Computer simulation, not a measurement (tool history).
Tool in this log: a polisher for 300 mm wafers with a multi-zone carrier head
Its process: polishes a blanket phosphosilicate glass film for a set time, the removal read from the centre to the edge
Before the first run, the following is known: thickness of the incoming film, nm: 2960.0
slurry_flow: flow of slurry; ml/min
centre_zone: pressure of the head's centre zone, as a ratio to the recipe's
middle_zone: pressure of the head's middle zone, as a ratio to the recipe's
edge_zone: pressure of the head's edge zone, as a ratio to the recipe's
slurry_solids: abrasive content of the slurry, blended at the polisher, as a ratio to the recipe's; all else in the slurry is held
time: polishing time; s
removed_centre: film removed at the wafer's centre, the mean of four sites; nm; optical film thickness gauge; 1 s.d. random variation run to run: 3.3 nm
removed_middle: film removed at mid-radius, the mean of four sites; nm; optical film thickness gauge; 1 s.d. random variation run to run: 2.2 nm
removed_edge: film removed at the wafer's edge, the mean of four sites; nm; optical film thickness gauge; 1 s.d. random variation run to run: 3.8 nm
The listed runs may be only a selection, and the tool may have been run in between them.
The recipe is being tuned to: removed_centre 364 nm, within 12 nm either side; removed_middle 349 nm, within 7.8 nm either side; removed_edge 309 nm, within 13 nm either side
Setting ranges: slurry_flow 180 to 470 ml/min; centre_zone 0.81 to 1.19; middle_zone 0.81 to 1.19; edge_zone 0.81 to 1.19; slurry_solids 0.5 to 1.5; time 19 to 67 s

run 1 hour=0 | slurry_flow=300 centre_zone=1 middle_zone=1 edge_zone=1 slurry_solids=1 time=43 | removed_centre=538.88 removed_middle=545.68 removed_edge=526.21
run 2 hour=2.4 | slurry_flow=300 centre_zone=1 middle_zone=1 edge_zone=1 slurry_solids=0.85 time=43 | removed_centre=507.92 removed_middle=520.83 removed_edge=514.16
run 3 hour=3.5 | slurry_flow=300 centre_zone=1 middle_zone=1 edge_zone=1 slurry_solids=0.75 time=43 | removed_centre=490.14 removed_middle=492.48 removed_edge=486.47
run 4 hour=8.9 | slurry_flow=300 centre_zone=1 middle_zone=1 edge_zone=1 slurry_solids=0.6 time=43 | removed_centre=453.84 removed_middle=466.17 removed_edge=445.9
run 5 hour=12.9 | slurry_flow=300 centre_zone=1 middle_zone=1 edge_zone=1 slurry_solids=0.8 time=43 | removed_centre=508.91 removed_middle=510.88 removed_edge=494.95
run 6 hour=13.9 | slurry_flow=300 centre_zone=1 middle_zone=1 edge_zone=1.06 slurry_solids=0.8 time=43 | removed_centre=509.19 removed_middle=502.82 removed_edge=522.18
run 7 hour=21.9 | slurry_flow=300 centre_zone=1 middle_zone=0.99 edge_zone=1.04 slurry_solids=0.75 time=42 | removed_centre=480.69 removed_middle=480.17 removed_edge=488.61
run 8 hour=30.6 | slurry_flow=300 centre_zone=1 middle_zone=0.98 edge_zone=1.02 slurry_solids=0.7 time=41 | removed_centre=456.5 removed_middle=451.11 removed_edge=466.98
run 9 hour=33.7 | slurry_flow=300 centre_zone=1.01 middle_zone=0.98 edge_zone=1 slurry_solids=0.7 time=40 | removed_centre=452.46 removed_middle=450.17 removed_edge=442.09
run 10 hour=36.4 | slurry_flow=300 centre_zone=1.01 middle_zone=0.97 edge_zone=0.98 slurry_solids=0.7 time=39 | removed_centre=440.66 removed_middle=436.43 removed_edge=427.07
run 11 hour=38.3 | slurry_flow=300 centre_zone=1.01 middle_zone=0.96 edge_zone=0.96 slurry_solids=0.7 time=38 | removed_centre=431.7 removed_middle=414.28 removed_edge=414.16
run 12 hour=42.4 | slurry_flow=300 centre_zone=1.01 middle_zone=0.96 edge_zone=0.95 slurry_solids=0.7 time=38 | removed_centre=435.99 removed_middle=414.47 removed_edge=406.55
run 13 hour=43.2 | slurry_flow=300 centre_zone=1.01 middle_zone=0.96 edge_zone=0.94 slurry_solids=0.7 time=38 | removed_centre=430.41 removed_middle=415.67 removed_edge=406.53
run 14 hour=46.8 | slurry_flow=300 centre_zone=1.01 middle_zone=0.96 edge_zone=0.93 slurry_solids=0.7 time=38 | removed_centre=426.66 removed_middle=420.89 removed_edge=412.36
run 15 hour=48.3 | slurry_flow=340 centre_zone=1.11 middle_zone=1.03 edge_zone=0.83 slurry_solids=0.5 time=29 | removed_centre=330.93 removed_middle=308.14 removed_edge=267.05

Consider the 5 candidate settings below. Which is the only one whose results all fall within their allowed miss of target?
run A hour=49.8 | slurry_flow=360 centre_zone=1.02 middle_zone=0.99 edge_zone=0.96 slurry_solids=0.5 time=29 | removed_centre=? removed_middle=? removed_edge=?
run B hour=49.8 | slurry_flow=365 centre_zone=1.05 middle_zone=0.99 edge_zone=0.81 slurry_solids=0.5 time=34 | removed_centre=? removed_middle=? removed_edge=?
run C hour=49.8 | slurry_flow=385 centre_zone=1.19 middle_zone=1.01 edge_zone=0.94 slurry_solids=0.6 time=29 | removed_centre=? removed_middle=? removed_edge=?
run D hour=49.8 | slurry_flow=335 centre_zone=1.03 middle_zone=0.96 edge_zone=0.94 slurry_solids=0.5 time=29 | removed_centre=? removed_middle=? removed_edge=?
run E hour=49.8 | slurry_flow=355 centre_zone=1.06 middle_zone=0.97 edge_zone=0.88 slurry_solids=0.65 time=24 | removed_centre=? removed_middle=? removed_edge=?

move=A removed_centre=300.51 removed_middle=295.52 removed_edge=285.41
move=B removed_centre=363.24 removed_middle=346.9 removed_edge=310.04
move=C removed_centre=373.87 removed_middle=319.65 removed_edge=300.34
move=D removed_centre=301.26 removed_middle=286.12 removed_edge=281.31
move=E removed_centre=280.32 removed_middle=260.71 removed_edge=246.19
A: misses by more than the last run did
B: all results in spec
C: nearer than the last run, and not there yet
D: misses by more than the last run did
E: misses by more than the last run did
Correct choice: B, which meets every target

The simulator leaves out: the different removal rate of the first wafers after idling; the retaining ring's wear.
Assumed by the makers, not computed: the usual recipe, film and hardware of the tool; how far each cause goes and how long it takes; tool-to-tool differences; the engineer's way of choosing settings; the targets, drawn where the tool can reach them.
